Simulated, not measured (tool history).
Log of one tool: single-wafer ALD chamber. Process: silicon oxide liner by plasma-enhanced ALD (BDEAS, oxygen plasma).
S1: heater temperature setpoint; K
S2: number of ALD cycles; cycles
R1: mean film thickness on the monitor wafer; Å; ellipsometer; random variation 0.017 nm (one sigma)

Run 1, hour 0.0: S1 593.15 K, S2 77 cycles. Result: R1 71.878 Å.
Run 2, hour 7.8: S1 583.15 K, S2 77 cycles. Result: R1 73.314 Å.
Run 3, hour 15.9: S1 583.15 K, S2 83 cycles. Result: R1 78.274 Å.
Run 4, hour 17.9: S1 583.15 K, S2 88 cycles. Result: R1 83.618 Å.
Run 5, hour 26.0: S1 583.15 K, S2 84 cycles. Result: R1 78.992 Å.
Run 6, hour 33.2: S1 584.15 K, S2 77 cycles. Result: R1 72.634 Å.
Run 7, hour 42.1: S1 585.15 K, S2 72 cycles. Result: R1 68.148 Å.
Run 8, hour 43.7: S1 586.15 K, S2 68 cycles. Result: R1 63.991 Å.
Run 9, hour 50.9: S1 587.15 K, S2 66 cycles. Result: R1 62.113 Å.
Run 10, hour 52.0: S1 588.15 K, S2 64 cycles. Result: R1 60.291 Å.
Run 11, hour 59.4: S1 589.15 K, S2 63 cycles. Result: R1 59.337 Å.
Run 12, hour 62.4: S1 590.15 K, S2 62 cycles. Result: R1 58.130 Å.
Run 13, hour 64.2: S1 590.15 K, S2 62 cycles. Result: R1 57.896 Å.
Run 14, hour 66.6: S1 592.15 K, S2 62 cycles. Result: R1 57.789 Å.
Run 15, hour 69.0: S1 592.15 K, S2 62 cycles. Result: R1 58.193 Å.

The next listed run, before its measurement:
Run 16, hour 75.5: S1 593.15 K, S2 61 cycles. Result: R1 ?.

{"run 16": {"R1": 56.706}}

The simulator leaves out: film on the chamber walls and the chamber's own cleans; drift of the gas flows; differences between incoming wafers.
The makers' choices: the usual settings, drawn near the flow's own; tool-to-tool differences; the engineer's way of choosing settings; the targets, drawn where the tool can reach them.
